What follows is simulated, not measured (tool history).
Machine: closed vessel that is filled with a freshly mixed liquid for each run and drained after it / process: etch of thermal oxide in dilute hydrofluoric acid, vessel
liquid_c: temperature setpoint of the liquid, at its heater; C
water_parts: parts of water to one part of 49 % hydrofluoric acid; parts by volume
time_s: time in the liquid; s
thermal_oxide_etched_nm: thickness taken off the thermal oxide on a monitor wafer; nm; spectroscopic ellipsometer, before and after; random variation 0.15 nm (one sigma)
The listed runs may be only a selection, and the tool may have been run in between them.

run 1 hour=0.0 | liquid_c=21.0 water_parts=45 time_s=120 | thermal_oxide_etched_nm=12.3380
run 2 hour=8.6 | liquid_c=21.0 water_parts=55 time_s=120 | thermal_oxide_etched_nm=9.9637
run 3 hour=11.1 | liquid_c=21.0 water_parts=70 time_s=120 | thermal_oxide_etched_nm=7.8313
run 4 hour=13.8 | liquid_c=22.5 water_parts=65 time_s=120 | thermal_oxide_etched_nm=9.0058
run 5 hour=15.3 | liquid_c=22.5 water_parts=65 time_s=130 | thermal_oxide_etched_nm=9.7383
-- hour=18.6 thermometer replaced
run 6 hour=18.6 | liquid_c=19.5 water_parts=65 time_s=130 | thermal_oxide_etched_nm=8.1774
run 7 hour=23.5 | liquid_c=19.5 water_parts=65 time_s=130 | thermal_oxide_etched_nm=8.1847

For run 8, what comes out?
run 8 hour=29.1 | liquid_c=21.5 water_parts=65 time_s=130 | thermal_oxide_etched_nm=?

{"run 8": {"thermal_oxide_etched_nm": 8.7701}}

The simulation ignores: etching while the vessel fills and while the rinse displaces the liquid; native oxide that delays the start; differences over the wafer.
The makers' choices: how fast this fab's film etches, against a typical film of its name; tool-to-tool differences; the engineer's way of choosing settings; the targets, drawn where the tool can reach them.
